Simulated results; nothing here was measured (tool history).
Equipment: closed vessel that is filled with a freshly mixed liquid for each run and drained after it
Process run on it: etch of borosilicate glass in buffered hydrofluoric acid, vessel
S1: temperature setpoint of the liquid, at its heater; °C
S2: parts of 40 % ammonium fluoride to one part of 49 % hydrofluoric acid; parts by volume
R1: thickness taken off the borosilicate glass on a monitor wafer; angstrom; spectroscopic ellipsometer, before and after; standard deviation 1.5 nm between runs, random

Run 1, hour 0: S1 22 °C, S2 9.5 parts by volume, time in the liquid (s) 100. Result: R1 1000.7 angstrom.
Run 2, hour 0.8: S1 24 °C, S2 9.5 parts by volume, time in the liquid (s) 100. Result: R1 1117.8 angstrom.
Run 3, hour 5: S1 24 °C, S2 9.5 parts by volume, time in the liquid (s) 105. Result: R1 1184.1 angstrom.
Run 4, hour 10.4: S1 24 °C, S2 9.5 parts by volume, time in the liquid (s) 105. Result: R1 1144.6 angstrom.
Run 5, hour 18.3: S1 25.5 °C, S2 9.5 parts by volume, time in the liquid (s) 105. Result: R1 1268.8 angstrom.
Run 6, hour 21.3: S1 25.5 °C, S2 10.5 parts by volume, time in the liquid (s) 105. Result: R1 1161.8 angstrom.
Run 7, hour 24.1: S1 25.5 °C, S2 10.5 parts by volume, time in the liquid (s) 105. Result: R1 1158.3 angstrom.

What does the tool deliver on the next run?
Run 8, hour 29.3: S1 26.5 °C, S2 10.5 parts by volume, time in the liquid (s) 105. Result: R1 ?.

R1: 1224.1 angstrom
